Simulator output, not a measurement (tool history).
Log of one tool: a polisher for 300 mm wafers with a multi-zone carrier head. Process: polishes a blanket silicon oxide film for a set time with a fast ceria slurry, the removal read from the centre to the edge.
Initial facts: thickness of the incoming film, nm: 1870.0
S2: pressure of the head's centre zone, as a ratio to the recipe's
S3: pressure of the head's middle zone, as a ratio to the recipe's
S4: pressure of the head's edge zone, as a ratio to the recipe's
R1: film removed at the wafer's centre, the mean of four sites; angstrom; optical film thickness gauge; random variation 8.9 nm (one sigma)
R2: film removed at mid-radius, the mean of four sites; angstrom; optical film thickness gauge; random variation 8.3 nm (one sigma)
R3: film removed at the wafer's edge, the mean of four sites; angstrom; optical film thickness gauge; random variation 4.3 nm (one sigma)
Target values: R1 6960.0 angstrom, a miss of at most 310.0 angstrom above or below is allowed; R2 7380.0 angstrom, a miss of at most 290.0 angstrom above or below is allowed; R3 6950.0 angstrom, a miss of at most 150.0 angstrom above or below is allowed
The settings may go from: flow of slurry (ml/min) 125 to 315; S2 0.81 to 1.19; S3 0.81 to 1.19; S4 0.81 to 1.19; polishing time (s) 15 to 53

Run 1, day 0.000: flow of slurry (ml/min) 205, S2 1.00, S3 1.00, S4 1.00, polishing time (s) 34. Result: R1 5189.4 angstrom, R2 5128.7 angstrom, R3 5112.4 angstrom.
Run 2, day 0.221: flow of slurry (ml/min) 160, S2 1.00, S3 1.00, S4 1.00, polishing time (s) 34. Result: R1 4938.1 angstrom, R2 4728.1 angstrom, R3 4896.5 angstrom.
Run 3, day 0.246: flow of slurry (ml/min) 160, S2 1.00, S3 1.00, S4 0.97, polishing time (s) 34. Result: R1 4926.4 angstrom, R2 4891.3 angstrom, R3 4844.3 angstrom.
Run 4, day 0.358: flow of slurry (ml/min) 195, S2 1.00, S3 1.05, S4 1.02, polishing time (s) 36. Result: R1 5399.4 angstrom, R2 5474.2 angstrom, R3 5387.4 angstrom.
Run 5, day 0.671: flow of slurry (ml/min) 195, S2 0.93, S3 1.05, S4 1.02, polishing time (s) 36. Result: R1 5106.0 angstrom, R2 5565.7 angstrom, R3 5312.4 angstrom.
Run 6, day 0.704: flow of slurry (ml/min) 195, S2 0.97, S3 1.05, S4 1.02, polishing time (s) 36. Result: R1 5117.2 angstrom, R2 5598.0 angstrom, R3 5346.6 angstrom.
Run 7, day 0.779: flow of slurry (ml/min) 250, S2 1.07, S3 1.09, S4 1.09, polishing time (s) 43. Result: R1 7274.1 angstrom, R2 6977.7 angstrom, R3 6756.2 angstrom.
Run 8, day 0.954: flow of slurry (ml/min) 255, S2 1.05, S3 1.10, S4 1.10, polishing time (s) 43. Result: R1 6938.8 angstrom, R2 7113.5 angstrom, R3 6797.5 angstrom.

Below are 5 possible settings for the next run. Only one of them brings all results inside the allowed miss of their targets. Which is it?
Run A, day 1.129: flow of slurry (ml/min) 255, S2 1.12, S3 1.14, S4 1.11, polishing time (s) 41. Result: R1 ?, R2 ?, R3 ?.
Run B, day 1.129: flow of slurry (ml/min) 255, S2 1.05, S3 1.11, S4 1.10, polishing time (s) 41. Result: R1 ?, R2 ?, R3 ?.
Run C, day 1.129: flow of slurry (ml/min) 230, S2 1.13, S3 1.09, S4 1.01, polishing time (s) 43. Result: R1 ?, R2 ?, R3 ?.
Run D, day 1.129: flow of slurry (ml/min) 255, S2 1.00, S3 1.13, S4 1.14, polishing time (s) 41. Result: R1 ?, R2 ?, R3 ?.
Run E, day 1.129: flow of slurry (ml/min) 245, S2 1.01, S3 1.12, S4 1.07, polishing time (s) 45. Result: R1 ?, R2 ?, R3 ?.

move      R1      R2      R3
   A  7151.5  6897.4  6521.4
   B  6700.1  6743.8  6496.9
   C  7462.6  6876.2  6499.3
   D  6379.6  6849.4  6603.5
   E  7035.9  7426.3  7016.1
A: further off than the last run
B: further off than the last run
C: further off than the last run
D: further off than the last run
E: each result inside its tolerance
Answer: E
